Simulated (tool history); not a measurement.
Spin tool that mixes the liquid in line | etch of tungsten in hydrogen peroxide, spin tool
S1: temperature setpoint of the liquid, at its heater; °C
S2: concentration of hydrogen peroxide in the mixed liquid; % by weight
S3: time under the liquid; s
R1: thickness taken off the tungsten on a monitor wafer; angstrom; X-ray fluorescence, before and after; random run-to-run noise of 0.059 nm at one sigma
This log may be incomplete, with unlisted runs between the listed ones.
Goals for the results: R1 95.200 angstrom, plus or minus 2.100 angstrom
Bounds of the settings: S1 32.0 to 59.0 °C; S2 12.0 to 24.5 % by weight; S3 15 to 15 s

run,hour,S1,S2,S3,R1
1,0.0,43.0,16.5,15,81.845
2,5.2,43.0,18.0,15,85.086
3,6.5,43.0,19.5,15,89.439
4,10.4,38.0,19.5,15,64.334
5,19.3,40.0,19.5,15,73.595
6,23.6,45.5,19.5,15,104.380
7,25.0,45.0,19.5,15,101.700
8,31.2,44.5,19.5,15,97.730

Below are 4 possible settings for the next run. Only one of them brings all results inside the allowed miss of their targets. Which is it?
A,37.4,42.0,22.0,15,?
B,37.4,43.5,19.0,15,?
C,37.4,45.0,17.5,15,?
D,37.4,43.0,19.5,15,?

move,R1
A,89.738
B,91.793
C,96.877
D,90.075
A: the result that was furthest off in the last run now lies on the other side of its target
B: the result that was furthest off in the last run now lies on the other side of its target
C: in spec on every target
D: the result that was furthest off in the last run now lies on the other side of its target
C is the move that brings every result within its allowed miss.
